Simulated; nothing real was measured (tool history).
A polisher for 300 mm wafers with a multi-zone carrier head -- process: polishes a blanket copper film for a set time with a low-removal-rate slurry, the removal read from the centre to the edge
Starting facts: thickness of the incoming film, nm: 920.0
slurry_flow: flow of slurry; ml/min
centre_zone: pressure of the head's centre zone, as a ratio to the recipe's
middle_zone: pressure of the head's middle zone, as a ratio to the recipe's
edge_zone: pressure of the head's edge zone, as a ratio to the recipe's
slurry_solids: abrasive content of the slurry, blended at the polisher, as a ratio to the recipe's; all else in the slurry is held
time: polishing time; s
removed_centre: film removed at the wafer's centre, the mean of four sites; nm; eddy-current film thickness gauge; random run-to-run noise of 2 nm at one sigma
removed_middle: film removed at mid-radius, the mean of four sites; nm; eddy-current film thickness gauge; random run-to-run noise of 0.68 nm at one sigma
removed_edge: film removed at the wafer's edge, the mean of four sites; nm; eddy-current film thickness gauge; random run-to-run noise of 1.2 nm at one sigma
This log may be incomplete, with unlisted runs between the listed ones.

run	day	slurry_flow	centre_zone	middle_zone	edge_zone	slurry_solids	time	removed_centre	removed_middle	removed_edge
1	0	225	1	1	1	1	41	101.64	101.06	96.065
2	0.121	230	1.01	0.99	1.03	1.05	41	103.28	100.57	97.052
3	0.362	230	1.01	0.99	1.03	0.95	41	101.97	99.624	97.258
4	0.717	285	1.01	0.99	1.03	0.95	41	104.59	100.88	98.093
5	0.862	285	1.08	0.99	1.03	0.95	41	110.72	102.03	100.91
6	1.217	285	1.09	0.98	1.05	1	42	120.09	104.43	104.93
7	1.358	280	1.07	0.97	1.07	1.05	43	121.58	107.42	107.69
8	1.504	275	1.06	0.95	1.09	1.05	44	122.58	106.65	110.37
9	1.712	275	1.06	0.95	1.09	1.05	44	120.81	106.69	110.8
10	1.904	275	1.06	0.94	1.1	1.1	45	123.37	109.21	115.45

For run 11, what comes out?
11	2	280	1.07	0.94	1.11	1.15	45	?	?	?

removed_centre: 126.19 nm
removed_middle: 110.49 nm
removed_edge: 116.87 nm
